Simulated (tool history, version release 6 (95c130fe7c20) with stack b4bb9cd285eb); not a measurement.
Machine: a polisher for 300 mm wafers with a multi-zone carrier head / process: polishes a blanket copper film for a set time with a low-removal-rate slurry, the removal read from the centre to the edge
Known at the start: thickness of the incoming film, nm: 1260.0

run,day,flow of slurry (ml/min),pressure of the head's centre zone,pressure of the head's middle zone,pressure of the head's edge zone,abrasive content of the slurry,polishing time (s),film removed at the wafer's centre (Å),film removed at mid-radius (Å),film removed at the wafer's edge (Å)
1,0,140,1,1,1,1,55,801.41,832.37,806.16
2,0.088,140,1,1.04,1,1,55,788.84,853.98,803.96
3,0.375,145,1.02,1.05,1,1.05,56,850.27,878.67,840.95
4,0.4,145,1.02,1.05,1,1.05,43,643.03,693.51,640.8
5,0.708,150,1.03,1.06,0.99,1.1,46,725.7,763.44,681.56
6,1.025,150,1.03,1.06,0.99,0.9,46,689.79,712.47,659.67
7,1.162,155,1.04,1.07,0.99,0.95,48,709.54,775.78,694.26
8,1.379,160,1.06,1.07,0.99,1,50,790.14,826.98,736.36
9,1.567,165,1.07,1.07,1,1.05,51,829.12,856.13,763.41
10,1.617,170,1.08,1.08,1.01,1.1,52,895.82,900.45,789.14

What does the tool deliver on the next run?
11,1.862,170,1.08,1.09,1.02,1.15,53,?,?,?

{"run 11": {"film removed at the wafer's centre (Å)": 885.09, "film removed at mid-radius (Å)": 942, "film removed at the wafer's edge (Å)": 815.14}}
